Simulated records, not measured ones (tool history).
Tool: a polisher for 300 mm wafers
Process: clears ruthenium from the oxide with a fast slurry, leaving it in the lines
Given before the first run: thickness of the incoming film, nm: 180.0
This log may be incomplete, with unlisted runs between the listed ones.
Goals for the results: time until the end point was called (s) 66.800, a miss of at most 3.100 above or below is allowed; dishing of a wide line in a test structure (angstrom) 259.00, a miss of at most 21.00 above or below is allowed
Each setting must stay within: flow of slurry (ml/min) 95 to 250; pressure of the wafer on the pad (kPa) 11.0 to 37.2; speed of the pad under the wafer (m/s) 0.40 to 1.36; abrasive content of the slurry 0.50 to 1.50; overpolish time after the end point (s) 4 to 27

run  hour  flow of slurry (ml/min)  pressure of the wafer on the pad (kPa)  speed of the pad under the wafer (m/s)  abrasive content of the slurry  overpolish time after the end point (s)  time until the end point was called (s)  dishing of a wide line in a test structure (angstrom)
  1   0.0                      160                                    24.1                                    0.88                            1.00                                       14                                   47.035                                                 394.53
  2   2.9                      185                                    24.1                                    0.88                            1.00                                       14                                   47.198                                                 426.73
  3  11.3                      180                                    22.1                                    0.88                            1.00                                       13                                   52.172                                                 359.71
  4  18.3                      180                                    19.3                                    0.88                            1.00                                       13                                   56.621                                                 311.47
  5  26.7                      175                                    17.9                                    0.88                            1.00                                       13                                   62.515                                                 289.64
  6  30.5                      175                                    20.7                                    0.88                            1.00                                       13                                   55.785                                                 328.10
  7  32.0                      170                                    19.3                                    0.88                            1.00                                       13                                   59.011                                                 312.17
  8  37.9                      170                                    18.6                                    0.88                            1.00                                       13                                   60.330                                                 298.31
  9  43.6                      165                                    17.9                                    0.88                            1.00                                       13                                   64.339                                                 291.85

Consider the 5 candidate settings below. Which is the only one whose results all fall within their allowed miss of target?
  A  49.3                      205                                    17.9                                    0.92                            0.95                                       10                                        ?                                                      ?
  B  49.3                      170                                    15.2                                    1.02                            1.05                                       15                                        ?                                                      ?
  C  49.3                      180                                    17.9                                    0.82                            1.05                                       12                                        ?                                                      ?
  D  49.3                      115                                    21.4                                    0.82                            0.95                                       16                                        ?                                                      ?
  E  49.3                      150                                    16.5                                    0.92                            1.05                                       15                                        ?                                                      ?

move  time until the end point was called (s)  dishing of a wide line in a test structure (angstrom)
   A                                   60.163                                                 239.17
   B                                   62.266                                                 337.90
   C                                   65.096                                                 263.61
   D                                   61.836                                                 360.74
   E                                   64.496                                                 327.14
A: the worst result of the last run now meets its target, but another is out of spec
B: its largest miss is bigger than the last run's
C: all results land within tolerance of their targets
D: its largest miss is bigger than the last run's
E: its largest miss is bigger than the last run's
Go with C: it meets all targets.
